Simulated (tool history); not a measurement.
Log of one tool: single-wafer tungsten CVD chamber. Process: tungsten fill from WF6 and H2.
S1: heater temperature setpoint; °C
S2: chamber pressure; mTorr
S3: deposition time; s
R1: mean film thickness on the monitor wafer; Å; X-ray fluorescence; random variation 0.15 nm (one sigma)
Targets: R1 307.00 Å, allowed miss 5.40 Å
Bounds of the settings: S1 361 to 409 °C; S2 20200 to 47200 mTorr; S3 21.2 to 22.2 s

run    day   S1     S2    S3      R1
  1  0.000  385  33700  22.2  489.07
  2  0.225  385  33700  22.2  486.74
  3  0.283  379  33600  22.2  437.11
  4  0.588  375  33100  22.2  404.72
  5  0.912  375  29500  22.2  387.69
  6  1.017  386  29500  22.2  462.20
  7  1.221  380  29400  22.2  420.69
  8  1.425  376  29300  22.2  390.43
  9  1.733  373  29200  22.2  367.27
 10  1.762  371  29100  22.2  355.44
 11  1.929  369  29100  22.2  343.39
 12  2.133  367  29100  22.2  331.56
 13  2.304  362  29000  22.2  297.74

Which of these 5 next moves meets every target?
  A  2.475  361  29200  22.2   ?
  B  2.475  363  27000  22.2   ?
  C  2.475  365  25000  22.2   ?
  D  2.475  361  28400  22.2   ?
  E  2.475  363  29100  22.2   ?

move      R1
   A  295.29
   B  295.30
   C  295.43
   D  291.33
   E  306.26
A: further off than the last run
B: further off than the last run
C: further off than the last run
D: further off than the last run
E: meets every target
The right move is E.
